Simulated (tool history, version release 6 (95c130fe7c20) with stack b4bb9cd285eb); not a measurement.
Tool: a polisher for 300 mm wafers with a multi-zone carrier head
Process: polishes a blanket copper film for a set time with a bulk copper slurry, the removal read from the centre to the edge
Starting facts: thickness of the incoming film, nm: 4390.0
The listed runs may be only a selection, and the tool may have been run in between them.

run  hour  flow of slurry (ml/min)  pressure of the head's centre zone  pressure of the head's middle zone  pressure of the head's edge zone  abrasive content of the slurry  polishing time (s)  film removed at the wafer's centre (nm)  film removed at mid-radius (nm)  film removed at the wafer's edge (nm)
  1     0                      130                                   1                                   1                                 1                               1                  81                                   803.94                           733.99                                 781.38
  2   8.5                      130                                   1                                   1                                 1                            1.15                  81                                   830.42                           770.31                                 799.05
  3  16.3                      115                                   1                                   1                                 1                            1.15                  81                                   813.03                           758.56                                 795.33
  4  22.2                      115                                   1                                   1                                 1                             1.3                  81                                    836.4                           757.48                                 802.79
  5  29.1                      115                                0.98                                1.01                              0.97                             1.2                  79                                   783.65                           738.25                                 760.53
  6  33.3                      110                                0.96                                1.02                              0.94                            1.15                  79                                   753.49                           733.52                                 727.99
  7  38.8                      105                                0.94                                1.02                              0.92                            1.15                  79                                   721.13                           705.46                                 725.04
  8  44.4                      100                                0.93                                1.04                               0.9                            1.15                  79                                   706.59                           724.29                                 704.88
  9  49.8                       95                                0.92                                1.04                              0.89                            1.15                  79                                    697.9                           699.18                                  705.1

Estimate the outcome of run 10 from the log above:
 10  53.3                       95                                0.89                                1.12                              0.83                            0.95                  78                                        ?                                ?                                      ?

film removed at the wafer's centre (nm): 620.34
film removed at mid-radius (nm): 699.98
film removed at the wafer's edge (nm): 635.8
